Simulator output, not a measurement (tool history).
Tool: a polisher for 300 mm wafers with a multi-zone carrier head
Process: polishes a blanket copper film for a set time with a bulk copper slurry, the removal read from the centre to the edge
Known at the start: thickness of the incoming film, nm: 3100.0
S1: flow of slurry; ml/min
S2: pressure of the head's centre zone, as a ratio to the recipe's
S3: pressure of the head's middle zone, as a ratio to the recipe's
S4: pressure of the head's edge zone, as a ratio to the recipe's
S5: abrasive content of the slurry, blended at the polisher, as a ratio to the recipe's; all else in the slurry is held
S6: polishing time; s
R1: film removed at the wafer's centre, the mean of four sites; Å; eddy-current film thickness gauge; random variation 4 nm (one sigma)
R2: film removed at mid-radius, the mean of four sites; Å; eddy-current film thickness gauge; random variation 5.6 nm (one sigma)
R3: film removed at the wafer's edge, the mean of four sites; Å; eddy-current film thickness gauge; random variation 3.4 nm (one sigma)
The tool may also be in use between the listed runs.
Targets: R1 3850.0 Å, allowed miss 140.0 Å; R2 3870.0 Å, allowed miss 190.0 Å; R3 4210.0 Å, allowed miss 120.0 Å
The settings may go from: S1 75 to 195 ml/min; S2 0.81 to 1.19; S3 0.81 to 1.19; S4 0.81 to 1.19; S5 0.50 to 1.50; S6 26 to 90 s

| run | hour | S1 | S2 | S3 | S4 | S5 | S6 | R1 | R2 | R3 |
|---|---|---|---|---|---|---|---|---|---|---|
| 1 | 0.0 | 125 | 1.00 | 1.00 | 1.00 | 1.00 | 58 | 4947.2 | 5083.4 | 4742.2 |
| 2 | 4.8 | 140 | 1.00 | 1.00 | 1.00 | 1.00 | 58 | 5150.3 | 5075.6 | 4868.8 |
| 3 | 13.5 | 165 | 1.00 | 1.00 | 1.00 | 1.00 | 58 | 5320.6 | 5250.1 | 4968.0 |
| 4 | 16.1 | 165 | 0.93 | 1.00 | 1.00 | 1.00 | 58 | 4985.4 | 5286.8 | 4942.4 |
| 5 | 22.8 | 145 | 0.90 | 0.94 | 0.99 | 0.90 | 58 | 4587.6 | 4896.8 | 4736.0 |
| 6 | 24.6 | 145 | 0.90 | 0.90 | 0.99 | 0.90 | 58 | 4578.3 | 4481.1 | 4751.9 |
| 7 | 27.8 | 130 | 0.88 | 0.88 | 0.97 | 0.85 | 58 | 4298.3 | 4414.0 | 4588.1 |
| 8 | 31.9 | 120 | 0.88 | 0.86 | 0.96 | 0.80 | 58 | 4168.3 | 4132.0 | 4577.8 |
| 9 | 34.9 | 115 | 0.88 | 0.86 | 0.93 | 0.75 | 58 | 4225.2 | 4167.6 | 4357.1 |
| 10 | 38.2 | 85 | 0.83 | 0.82 | 0.95 | 0.75 | 58 | 3464.5 | 3536.1 | 4086.8 |
| 11 | 44.4 | 85 | 0.83 | 0.82 | 0.95 | 0.75 | 58 | 3473.6 | 3559.8 | 4125.3 |
| 12 | 52.0 | 95 | 0.84 | 0.83 | 0.94 | 0.75 | 58 | 3728.0 | 3833.1 | 4122.1 |

Which of these 5 next moves meets every target?
| A | 59.6 | 125 | 0.84 | 0.87 | 0.85 | 0.65 | 55 | ? | ? | ? |
| B | 59.6 | 95 | 0.87 | 0.81 | 0.99 | 0.80 | 56 | ? | ? | ? |
| C | 59.6 | 105 | 0.81 | 0.83 | 0.95 | 0.70 | 57 | ? | ? | ? |
| D | 59.6 | 95 | 0.81 | 0.88 | 0.93 | 0.60 | 59 | ? | ? | ? |
| E | 59.6 | 110 | 0.88 | 0.87 | 0.97 | 0.55 | 57 | ? | ? | ? |

| move | R1 | R2 | R3 |
|---|---|---|---|
| A | 3793.4 | 4001.0 | 3966.4 |
| B | 3739.5 | 3632.7 | 4208.8 |
| C | 3616.6 | 3834.0 | 4222.0 |
| D | 3542.5 | 3958.6 | 4154.3 |
| E | 3887.9 | 3929.8 | 4185.7 |
A: brings the result that was furthest off to its target, and leaves another outside
B: brings the result that was furthest off to its target, and leaves another outside
C: further off than the last run
D: further off than the last run
E: meets every target
Answer: E
